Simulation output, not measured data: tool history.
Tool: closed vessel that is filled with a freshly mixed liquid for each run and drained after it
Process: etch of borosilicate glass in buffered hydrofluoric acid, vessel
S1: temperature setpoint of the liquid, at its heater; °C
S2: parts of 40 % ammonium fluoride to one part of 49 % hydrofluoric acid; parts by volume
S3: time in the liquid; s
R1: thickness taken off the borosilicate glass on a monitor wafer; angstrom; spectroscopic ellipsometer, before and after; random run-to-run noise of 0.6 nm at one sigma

{"run": 1, "hour": 0.0, "S1": 21.0, "S2": 10.5, "S3": 100, "R1": 984.18}
{"run": 2, "hour": 3.6, "S1": 21.0, "S2": 12.0, "S3": 100, "R1": 876.13}
{"run": 3, "hour": 9.7, "S1": 21.5, "S2": 12.0, "S3": 100, "R1": 887.03}
{"run": 4, "hour": 15.4, "S1": 21.5, "S2": 13.0, "S3": 100, "R1": 822.59}
{"run": 5, "hour": 23.1, "S1": 22.0, "S2": 13.0, "S3": 100, "R1": 847.89}
{"run": 6, "hour": 29.1, "S1": 22.0, "S2": 10.5, "S3": 100, "R1": 1042.7}
{"run": 7, "hour": 33.9, "S1": 21.5, "S2": 10.5, "S3": 100, "R1": 1015.9}
{"hour": 38.0, "done": "thermometer replaced"}
{"run": 8, "hour": 38.0, "S1": 20.5, "S2": 10.5, "S3": 100, "R1": 1059.9}
{"run": 9, "hour": 43.2, "S1": 21.0, "S2": 11.0, "S3": 100, "R1": 1037.9}

Run 10 is up next; what results do you expect?
{"run": 10, "hour": 51.9, "S1": 21.0, "S2": 11.0, "S3": 100, "R1": "?"}

Run 10 came out at R1 1035.60 angstrom.
